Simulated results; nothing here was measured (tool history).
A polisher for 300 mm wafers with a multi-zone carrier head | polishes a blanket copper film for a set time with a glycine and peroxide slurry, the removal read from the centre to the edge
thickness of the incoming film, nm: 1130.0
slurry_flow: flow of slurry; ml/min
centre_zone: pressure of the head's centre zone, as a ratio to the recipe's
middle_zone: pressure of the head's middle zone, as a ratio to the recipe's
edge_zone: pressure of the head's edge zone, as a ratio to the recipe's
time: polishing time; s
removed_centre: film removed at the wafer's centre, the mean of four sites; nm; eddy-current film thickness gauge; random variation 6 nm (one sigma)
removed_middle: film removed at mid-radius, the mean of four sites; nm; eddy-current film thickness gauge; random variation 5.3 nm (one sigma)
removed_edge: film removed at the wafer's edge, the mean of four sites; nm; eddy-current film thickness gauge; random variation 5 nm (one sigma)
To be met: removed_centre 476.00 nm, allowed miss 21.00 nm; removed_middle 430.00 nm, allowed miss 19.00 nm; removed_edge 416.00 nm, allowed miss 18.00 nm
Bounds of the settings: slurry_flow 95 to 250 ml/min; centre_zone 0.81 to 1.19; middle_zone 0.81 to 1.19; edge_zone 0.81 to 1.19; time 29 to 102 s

{"run": 1, "hour": 0.0, "slurry_flow": 160, "centre_zone": 1.0, "middle_zone": 1.0, "edge_zone": 1.0, "time": 65, "removed_centre": 351.62, "removed_middle": 337.9, "removed_edge": 349.56}
{"run": 2, "hour": 2.4, "slurry_flow": 165, "centre_zone": 1.02, "middle_zone": 1.02, "edge_zone": 1.01, "time": 66, "removed_centre": 366.56, "removed_middle": 352.56, "removed_edge": 364.27}
{"run": 3, "hour": 3.1, "slurry_flow": 165, "centre_zone": 1.02, "middle_zone": 1.02, "edge_zone": 1.01, "time": 58, "removed_centre": 318.31, "removed_middle": 301.97, "removed_edge": 309.12}
{"run": 4, "hour": 9.7, "slurry_flow": 170, "centre_zone": 1.04, "middle_zone": 1.04, "edge_zone": 1.01, "time": 60, "removed_centre": 336.28, "removed_middle": 324.56, "removed_edge": 320.44}
{"run": 5, "hour": 10.7, "slurry_flow": 175, "centre_zone": 1.06, "middle_zone": 1.04, "edge_zone": 1.02, "time": 62, "removed_centre": 358.88, "removed_middle": 333.51, "removed_edge": 334.37}
{"run": 6, "hour": 16.8, "slurry_flow": 180, "centre_zone": 1.07, "middle_zone": 1.05, "edge_zone": 1.03, "time": 64, "removed_centre": 374.66, "removed_middle": 349.26, "removed_edge": 347.43}
{"run": 7, "hour": 19.6, "slurry_flow": 180, "centre_zone": 1.08, "middle_zone": 1.06, "edge_zone": 1.04, "time": 66, "removed_centre": 395.33, "removed_middle": 361.77, "removed_edge": 363.89}
{"run": 8, "hour": 23.3, "slurry_flow": 185, "centre_zone": 1.09, "middle_zone": 1.07, "edge_zone": 1.05, "time": 67, "removed_centre": 413.84, "removed_middle": 375.38, "removed_edge": 380.59}
{"run": 9, "hour": 25.3, "slurry_flow": 190, "centre_zone": 1.1, "middle_zone": 1.08, "edge_zone": 1.06, "time": 67, "removed_centre": 405.52, "removed_middle": 382.46, "removed_edge": 376.02}
{"run": 10, "hour": 33.3, "slurry_flow": 190, "centre_zone": 1.11, "middle_zone": 1.08, "edge_zone": 1.06, "time": 68, "removed_centre": 421.89, "removed_middle": 386.26, "removed_edge": 381.4}
{"run": 11, "hour": 41.9, "slurry_flow": 190, "centre_zone": 1.11, "middle_zone": 1.08, "edge_zone": 1.06, "time": 68, "removed_centre": 416.97, "removed_middle": 378.39, "removed_edge": 379.1}
{"run": 12, "hour": 43.3, "slurry_flow": 195, "centre_zone": 1.12, "middle_zone": 1.09, "edge_zone": 1.06, "time": 69, "removed_centre": 431.37, "removed_middle": 396.39, "removed_edge": 383.57}
{"run": 13, "hour": 44.8, "slurry_flow": 195, "centre_zone": 1.13, "middle_zone": 1.09, "edge_zone": 1.07, "time": 69, "removed_centre": 436.02, "removed_middle": 386.59, "removed_edge": 395.75}
{"run": 14, "hour": 53.1, "slurry_flow": 200, "centre_zone": 1.13, "middle_zone": 1.1, "edge_zone": 1.07, "time": 69, "removed_centre": 431.43, "removed_middle": 403.15, "removed_edge": 394.81}
{"run": 15, "hour": 59.3, "slurry_flow": 200, "centre_zone": 1.14, "middle_zone": 1.1, "edge_zone": 1.07, "time": 69, "removed_centre": 454.24, "removed_middle": 397.02, "removed_edge": 383.8}

Which of these 5 next moves meets every target?
{"run": "A", "hour": 65.5, "slurry_flow": 250, "centre_zone": 1.19, "middle_zone": 1.19, "edge_zone": 0.82, "time": 70, "removed_centre": "?", "removed_middle": "?", "removed_edge": "?"}
{"run": "B", "hour": 65.5, "slurry_flow": 250, "centre_zone": 1.06, "middle_zone": 1.19, "edge_zone": 1.08, "time": 73, "removed_centre": "?", "removed_middle": "?", "removed_edge": "?"}
{"run": "C", "hour": 65.5, "slurry_flow": 200, "centre_zone": 1.06, "middle_zone": 1.16, "edge_zone": 1.1, "time": 73, "removed_centre": "?", "removed_middle": "?", "removed_edge": "?"}
{"run": "D", "hour": 65.5, "slurry_flow": 250, "centre_zone": 1.15, "middle_zone": 1.09, "edge_zone": 1.05, "time": 72, "removed_centre": "?", "removed_middle": "?", "removed_edge": "?"}
{"run": "E", "hour": 65.5, "slurry_flow": 245, "centre_zone": 1.19, "middle_zone": 1.12, "edge_zone": 0.94, "time": 65, "removed_centre": "?", "removed_middle": "?", "removed_edge": "?"}

move=A removed_centre=487.00 removed_middle=447.24 removed_edge=358.68
move=B removed_centre=452.04 removed_middle=466.56 removed_edge=425.67
move=C removed_centre=435.56 removed_middle=442.49 removed_edge=419.64
move=D removed_centre=483.67 removed_middle=429.61 removed_edge=414.48
move=E removed_centre=450.61 removed_middle=394.94 removed_edge=353.91
A: further off than the last run
B: brings the result that was furthest off to its target, and leaves another outside
C: brings the result that was furthest off to its target, and leaves another outside
D: meets every target
E: further off than the last run
Move D is the one to make.

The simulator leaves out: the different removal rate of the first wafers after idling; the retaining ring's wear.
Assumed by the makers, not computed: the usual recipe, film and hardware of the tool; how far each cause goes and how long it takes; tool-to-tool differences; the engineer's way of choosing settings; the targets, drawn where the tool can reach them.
